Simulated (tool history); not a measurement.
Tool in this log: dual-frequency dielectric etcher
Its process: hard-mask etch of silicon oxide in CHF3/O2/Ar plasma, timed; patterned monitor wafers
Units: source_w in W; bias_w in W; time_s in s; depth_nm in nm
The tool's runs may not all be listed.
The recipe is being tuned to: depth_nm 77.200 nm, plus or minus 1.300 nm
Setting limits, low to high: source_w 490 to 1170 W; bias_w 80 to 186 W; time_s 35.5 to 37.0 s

| run | hour | source_w | bias_w | time_s | depth_nm |
|---|---|---|---|---|---|
| 1 | 0.0 | 830 | 133 | 35.5 | 67.623 |
| 2 | 5.0 | 760 | 133 | 35.5 | 64.728 |
| 3 | 9.1 | 800 | 134 | 35.5 | 66.333 |
| 4 | 9.9 | 800 | 156 | 35.5 | 69.931 |
| 5 | 11.4 | 830 | 157 | 35.5 | 71.472 |
| 6 | 12.8 | 850 | 157 | 35.5 | 72.604 |
| 7 | 16.8 | 860 | 157 | 35.5 | 72.650 |
| 8 | 20.2 | 880 | 157 | 35.5 | 73.195 |
| 9 | 26.2 | 890 | 157 | 35.5 | 73.699 |
| 10 | 32.0 | 900 | 157 | 35.5 | 74.147 |
| 11 | 35.9 | 910 | 157 | 35.5 | 74.832 |
| 12 | 36.5 | 920 | 157 | 35.5 | 74.674 |
| 13 | 40.9 | 930 | 157 | 35.5 | 75.409 |

5 next moves are on the table. One of them brings every result within its allowed miss. Which?
| A | 45.3 | 890 | 170 | 36.0 | ? |
| B | 45.3 | 880 | 152 | 36.5 | ? |
| C | 45.3 | 1030 | 131 | 35.5 | ? |
| D | 45.3 | 880 | 147 | 35.5 | ? |
| E | 45.3 | 860 | 150 | 36.0 | ? |

| move | depth_nm |
|---|---|
| A | 77.358 |
| B | 74.996 |
| C | 74.276 |
| D | 72.086 |
| E | 72.874 |
A: meets every target
B: its largest miss is bigger than the last run's
C: its largest miss is bigger than the last run's
D: its largest miss is bigger than the last run's
E: its largest miss is bigger than the last run's
A is the move that brings every result within its allowed miss.

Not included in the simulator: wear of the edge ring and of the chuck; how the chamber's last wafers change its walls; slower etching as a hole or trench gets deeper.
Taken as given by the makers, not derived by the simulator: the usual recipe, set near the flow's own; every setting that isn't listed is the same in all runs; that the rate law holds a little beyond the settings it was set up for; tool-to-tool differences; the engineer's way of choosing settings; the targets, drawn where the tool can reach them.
